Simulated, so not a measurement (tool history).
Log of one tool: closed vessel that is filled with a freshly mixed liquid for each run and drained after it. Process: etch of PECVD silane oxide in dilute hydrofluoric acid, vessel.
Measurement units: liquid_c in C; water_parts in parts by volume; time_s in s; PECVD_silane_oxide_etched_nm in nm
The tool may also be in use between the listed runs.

Run 1, hour 0.0: liquid_c 24.0 C, water_parts 300 parts by volume, time_s 310 s. Result: PECVD_silane_oxide_etched_nm 21.829 nm.
Run 2, hour 1.7: liquid_c 25.5 C, water_parts 240 parts by volume, time_s 310 s. Result: PECVD_silane_oxide_etched_nm 30.696 nm.
Run 3, hour 3.3: liquid_c 27.0 C, water_parts 200 parts by volume, time_s 310 s. Result: PECVD_silane_oxide_etched_nm 41.008 nm.
Run 4, hour 5.7: liquid_c 28.0 C, water_parts 175 parts by volume, time_s 310 s. Result: PECVD_silane_oxide_etched_nm 48.963 nm.
Run 5, hour 9.2: liquid_c 31.0 C, water_parts 175 parts by volume, time_s 310 s. Result: PECVD_silane_oxide_etched_nm 55.428 nm.
Run 6, hour 11.5: liquid_c 31.0 C, water_parts 155 parts by volume, time_s 310 s. Result: PECVD_silane_oxide_etched_nm 64.748 nm.

Run 7, settings as shown, results not yet in. Your forecast:
Run 7, hour 15.0: liquid_c 32.0 C, water_parts 105 parts by volume, time_s 310 s. Result: PECVD_silane_oxide_etched_nm ?.

Run 7 came out at PECVD_silane_oxide_etched_nm 107.040 nm.

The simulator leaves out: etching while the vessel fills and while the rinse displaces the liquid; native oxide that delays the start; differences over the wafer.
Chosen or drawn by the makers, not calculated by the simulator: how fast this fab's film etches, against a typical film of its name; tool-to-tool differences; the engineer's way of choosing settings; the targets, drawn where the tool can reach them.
